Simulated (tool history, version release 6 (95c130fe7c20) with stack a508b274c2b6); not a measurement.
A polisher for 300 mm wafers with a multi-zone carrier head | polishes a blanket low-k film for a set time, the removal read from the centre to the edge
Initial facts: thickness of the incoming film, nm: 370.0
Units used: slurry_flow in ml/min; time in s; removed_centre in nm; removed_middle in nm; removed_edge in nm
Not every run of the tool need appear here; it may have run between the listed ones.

{"run": 1, "day": 0.0, "slurry_flow": 130, "centre_zone": 1, "middle_zone": 1, "edge_zone": 1, "slurry_solids": 1, "time": 57, "removed_centre": 25.714, "removed_middle": 24.414, "removed_edge": 25.743}
{"run": 2, "day": 0.133, "slurry_flow": 130, "centre_zone": 1, "middle_zone": 1, "edge_zone": 1.08, "slurry_solids": 1, "time": 57, "removed_centre": 25.085, "removed_middle": 24.472, "removed_edge": 26.324}
{"run": 3, "day": 0.488, "slurry_flow": 130, "centre_zone": 1.04, "middle_zone": 1, "edge_zone": 1.08, "slurry_solids": 1, "time": 57, "removed_centre": 25.848, "removed_middle": 24.641, "removed_edge": 26.582}
{"run": 4, "day": 0.638, "slurry_flow": 125, "centre_zone": 1.02, "middle_zone": 1.02, "edge_zone": 1.06, "slurry_solids": 0.95, "time": 57, "removed_centre": 24.994, "removed_middle": 24.307, "removed_edge": 25.068}
{"run": 5, "day": 0.754, "slurry_flow": 120, "centre_zone": 1, "middle_zone": 1.03, "edge_zone": 1.06, "slurry_solids": 0.95, "time": 57, "removed_centre": 24.147, "removed_middle": 24.004, "removed_edge": 24.815}
{"run": 6, "day": 0.871, "slurry_flow": 120, "centre_zone": 1, "middle_zone": 1.07, "edge_zone": 1.06, "slurry_solids": 0.95, "time": 57, "removed_centre": 24.59, "removed_middle": 24.725, "removed_edge": 24.515}
{"run": 7, "day": 1.05, "slurry_flow": 120, "centre_zone": 1, "middle_zone": 1.07, "edge_zone": 1.06, "slurry_solids": 0.95, "time": 57, "removed_centre": 24.305, "removed_middle": 24.736, "removed_edge": 25.258}

Run 8 comes next. What will it give?
{"run": 8, "day": 1.4, "slurry_flow": 120, "centre_zone": 1, "middle_zone": 1.07, "edge_zone": 1.06, "slurry_solids": 0.95, "time": 57, "removed_centre": "?", "removed_middle": "?", "removed_edge": "?"}

removed_centre: 24.235 nm
removed_middle: 24.023 nm
removed_edge: 25.396 nm
